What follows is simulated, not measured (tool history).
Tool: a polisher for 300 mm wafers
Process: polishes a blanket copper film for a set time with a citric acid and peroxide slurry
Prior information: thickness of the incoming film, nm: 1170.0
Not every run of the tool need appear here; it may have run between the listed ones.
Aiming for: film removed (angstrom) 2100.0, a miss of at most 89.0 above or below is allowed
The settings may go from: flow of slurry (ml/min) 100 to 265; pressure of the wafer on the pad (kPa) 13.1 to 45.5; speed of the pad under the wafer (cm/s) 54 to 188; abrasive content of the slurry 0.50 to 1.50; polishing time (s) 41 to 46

run	hour	flow of slurry (ml/min)	pressure of the wafer on the pad (kPa)	speed of the pad under the wafer (cm/s)	abrasive content of the slurry	polishing time (s)	film removed (angstrom)
1	0.0	170	29.0	120	1.00	46	1522.0
2	6.6	200	29.0	120	1.00	46	1641.7
3	7.7	215	30.3	120	1.00	46	1669.2
4	15.4	185	30.3	120	1.00	46	1688.5
5	22.7	185	32.4	120	1.00	46	1705.7
6	26.5	185	35.2	120	1.00	46	1853.9
7	28.7	190	36.5	120	1.00	46	1914.0
8	30.3	195	37.2	120	1.00	46	1988.0

Exercise: of the 4 proposed moves below, exactly one satisfies all targets within the stated allowed misses. Which move is it?
A	31.9	195	39.3	114	1.00	42	?
B	31.9	190	40.7	134	1.05	42	?
C	31.9	200	40.0	124	0.95	42	?
D	31.9	195	44.8	92	1.05	43	?

move	film removed (angstrom)
A	1777.2
B	2031.7
C	1883.7
D	1833.5
A: further off than the last run
B: every result lands within tolerance
C: further off than the last run
D: further off than the last run
So the answer is move B, the one that meets all the targets.
